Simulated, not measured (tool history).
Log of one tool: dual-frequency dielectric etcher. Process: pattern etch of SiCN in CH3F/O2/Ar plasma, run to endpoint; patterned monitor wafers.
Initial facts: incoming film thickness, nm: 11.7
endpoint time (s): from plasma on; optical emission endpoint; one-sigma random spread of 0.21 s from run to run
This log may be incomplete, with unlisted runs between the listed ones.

run,hour,source power (kW),bias power (kW),endpoint time (s)
1,0.0,0.390,0.076,31.681
2,3.8,0.390,0.084,29.886
3,5.1,0.370,0.079,31.885
4,13.3,0.320,0.079,34.147
5,18.7,0.310,0.076,35.754
6,20.2,0.310,0.065,39.379
7,27.8,0.240,0.058,49.824

Run 8, settings as shown, results not yet in. Your forecast:
8,30.0,0.310,0.059,?

{"run 8": {"endpoint time (s)": 41.333}}
